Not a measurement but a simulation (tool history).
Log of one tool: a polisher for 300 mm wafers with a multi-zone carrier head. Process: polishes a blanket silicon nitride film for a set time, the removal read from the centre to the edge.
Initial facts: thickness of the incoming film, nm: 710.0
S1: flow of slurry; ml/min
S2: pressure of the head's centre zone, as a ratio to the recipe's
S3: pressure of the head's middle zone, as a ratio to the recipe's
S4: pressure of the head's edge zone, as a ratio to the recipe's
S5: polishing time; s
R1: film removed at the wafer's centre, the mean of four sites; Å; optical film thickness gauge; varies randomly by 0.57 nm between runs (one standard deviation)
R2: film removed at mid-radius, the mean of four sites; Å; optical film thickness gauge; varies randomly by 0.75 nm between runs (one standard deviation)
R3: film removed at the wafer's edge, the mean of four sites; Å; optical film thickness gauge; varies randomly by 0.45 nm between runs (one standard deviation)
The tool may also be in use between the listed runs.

{"run": 1, "hour": 0.0, "S1": 315, "S2": 1, "S3": 1, "S4": 1, "S5": 43, "R1": 1043.9, "R2": 985.15, "R3": 971.35}
{"run": 2, "hour": 1.0, "S1": 240, "S2": 1, "S3": 1, "S4": 1, "S5": 43, "R1": 1007.8, "R2": 980.24, "R3": 940.2}
{"run": 3, "hour": 2.2, "S1": 235, "S2": 1, "S3": 1, "S4": 0.98, "S5": 40, "R1": 922.08, "R2": 883.43, "R3": 862.98}
{"run": 4, "hour": 5.4, "S1": 230, "S2": 1.01, "S3": 1.02, "S4": 0.96, "S5": 37, "R1": 870.25, "R2": 841.31, "R3": 786.5}
{"run": 5, "hour": 6.4, "S1": 230, "S2": 1.01, "S3": 1.02, "S4": 0.96, "S5": 27, "R1": 636.82, "R2": 623.5, "R3": 585.42}
{"run": 6, "hour": 12.8, "S1": 265, "S2": 1.01, "S3": 1.02, "S4": 0.96, "S5": 27, "R1": 650.03, "R2": 607.73, "R3": 580.64}
{"run": 7, "hour": 19.0, "S1": 285, "S2": 1, "S3": 1.06, "S4": 0.86, "S5": 22, "R1": 527.35, "R2": 516.04, "R3": 453.55}
{"run": 8, "hour": 26.9, "S1": 285, "S2": 1.01, "S3": 1.07, "S4": 0.87, "S5": 22, "R1": 531.76, "R2": 531.12, "R3": 459.75}
{"run": 9, "hour": 32.3, "S1": 285, "S2": 1.02, "S3": 1.07, "S4": 0.88, "S5": 22, "R1": 532.37, "R2": 522.02, "R3": 455.52}

Estimate the outcome of run 10 from the log above:
{"run": 10, "hour": 37.4, "S1": 285, "S2": 1.03, "S3": 1.07, "S4": 0.89, "S5": 22, "R1": "?", "R2": "?", "R3": "?"}

Run 10 gave R1 538.06 Å, R2 536.33 Å, R3 458.85 Å.
